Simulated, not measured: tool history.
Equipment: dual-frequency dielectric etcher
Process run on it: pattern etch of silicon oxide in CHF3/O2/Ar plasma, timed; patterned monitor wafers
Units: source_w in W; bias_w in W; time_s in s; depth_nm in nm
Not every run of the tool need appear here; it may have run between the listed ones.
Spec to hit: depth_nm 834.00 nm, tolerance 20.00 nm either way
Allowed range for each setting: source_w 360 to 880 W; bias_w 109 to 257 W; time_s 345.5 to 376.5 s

Run 1, hour 0.0: source_w 620 W, bias_w 183 W, time_s 376.5 s. Result: depth_nm 746.00 nm.
Run 2, hour 7.2: source_w 620 W, bias_w 157 W, time_s 376.5 s. Result: depth_nm 675.78 nm.
Run 3, hour 9.4: source_w 680 W, bias_w 164 W, time_s 376.5 s. Result: depth_nm 726.78 nm.
Run 4, hour 16.1: source_w 680 W, bias_w 164 W, time_s 345.5 s. Result: depth_nm 665.02 nm.
Run 5, hour 24.3: source_w 680 W, bias_w 164 W, time_s 345.5 s. Result: depth_nm 660.33 nm.
Run 6, hour 32.7: source_w 680 W, bias_w 188 W, time_s 345.5 s. Result: depth_nm 706.84 nm.
Run 7, hour 33.2: source_w 710 W, bias_w 200 W, time_s 348.0 s. Result: depth_nm 752.34 nm.
Run 8, hour 35.6: source_w 740 W, bias_w 205 W, time_s 349.0 s. Result: depth_nm 774.84 nm.
Run 9, hour 39.3: source_w 760 W, bias_w 208 W, time_s 349.5 s. Result: depth_nm 790.94 nm.
Run 10, hour 44.6: source_w 780 W, bias_w 210 W, time_s 349.5 s. Result: depth_nm 788.65 nm.
Run 11, hour 53.3: source_w 790 W, bias_w 214 W, time_s 350.5 s. Result: depth_nm 809.88 nm.

Which of these 5 next moves meets every target?
Run A, hour 62.0: source_w 770 W, bias_w 222 W, time_s 376.5 s. Result: depth_nm ?.
Run B, hour 62.0: source_w 800 W, bias_w 209 W, time_s 345.5 s. Result: depth_nm ?.
Run C, hour 62.0: source_w 800 W, bias_w 201 W, time_s 354.5 s. Result: depth_nm ?.
Run D, hour 62.0: source_w 790 W, bias_w 223 W, time_s 356.0 s. Result: depth_nm ?.
Run E, hour 62.0: source_w 790 W, bias_w 200 W, time_s 345.5 s. Result: depth_nm ?.

move  depth_nm
   A    872.58
   B    786.37
   C    791.04
   D    833.72
   E    765.88
A: takes the biggest miss from the last run beyond its target
B: moves away from the targets compared with the last run
C: moves away from the targets compared with the last run
D: all results in spec
E: moves away from the targets compared with the last run
Go with D: it meets all targets.
